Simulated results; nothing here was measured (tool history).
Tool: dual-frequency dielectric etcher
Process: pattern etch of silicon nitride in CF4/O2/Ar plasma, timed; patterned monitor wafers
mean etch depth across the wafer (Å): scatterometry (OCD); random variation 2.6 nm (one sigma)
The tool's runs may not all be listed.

| run | day | source power (kW) | bias power (kW) | Ar flow (sccm) | CF4 flow (sccm) | etch time (s) | mean etch depth across the wafer (Å) |
|---|---|---|---|---|---|---|---|
| 1 | 0 | 0.51 | 0.038 | 127 | 70 | 194.5 | 3554.9 |
| 2 | 0.1 | 0.51 | 0.038 | 110 | 70 | 194.5 | 3598.5 |
| 3 | 0.408 | 0.51 | 0.038 | 110 | 70 | 194.5 | 3636 |
| 4 | 0.667 | 0.51 | 0.032 | 110 | 70 | 194.5 | 3462 |
| 5 | 0.733 | 0.51 | 0.032 | 110 | 58 | 194.5 | 3364.3 |
| 6 | 0.871 | 0.53 | 0.032 | 110 | 58 | 194.5 | 3461 |
| 7 | 0.921 | 0.55 | 0.032 | 110 | 58 | 194.5 | 3568.1 |
| 8 | 1.042 | 0.57 | 0.032 | 110 | 58 | 194.5 | 3688.2 |
| 9 | 1.371 | 0.58 | 0.032 | 110 | 58 | 194.5 | 3707.1 |
| 10 | 1.608 | 0.59 | 0.032 | 110 | 58 | 194.5 | 3748.5 |
| 11 | 1.804 | 0.6 | 0.032 | 110 | 58 | 194.5 | 3827.1 |

Run 12 comes next. What will it give?
| 12 | 2.138 | 0.61 | 0.032 | 110 | 58 | 194.5 | ? |

Run 12 gave mean etch depth across the wafer (Å) 3878.7.
